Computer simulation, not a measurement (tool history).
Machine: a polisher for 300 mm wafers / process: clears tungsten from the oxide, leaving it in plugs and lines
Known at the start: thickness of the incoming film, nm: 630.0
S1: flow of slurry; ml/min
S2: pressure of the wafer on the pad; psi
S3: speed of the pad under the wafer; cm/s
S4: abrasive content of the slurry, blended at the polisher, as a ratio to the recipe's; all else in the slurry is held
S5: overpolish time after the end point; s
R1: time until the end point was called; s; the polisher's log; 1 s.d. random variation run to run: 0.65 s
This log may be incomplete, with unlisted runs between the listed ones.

run  hour   S1   S2   S3    S4  S5      R1
  1   0.0  170  4.7  138  1.00  36  65.038
  2   6.5  170  4.7  138  1.15  36  62.061
  3  13.4  170  3.6  138  1.15  36  75.866
  4  17.3  170  4.2  140  1.15  36  66.328
  5  25.5  170  3.6  140  1.15  36  74.021
  6  33.6  170  4.2  142  1.15  36  66.688
  7  37.3  170  4.7  144  1.15  36  61.142
  8  43.2  170  5.1  146  1.15  36  56.326
  9  47.4  170  5.4  148  1.15  36  51.659
 10  54.3  170  5.6  148  1.15  36  50.164
 11  57.0  170  5.8  148  1.15  36  48.537
 12  62.6  170  5.8  148  1.15  36  48.948
 13  66.3  170  6.0  148  1.15  36  48.487

Expected results for the next run?
 14  69.4  170  6.2  148  1.15  36   ?

R1: 47.028 s
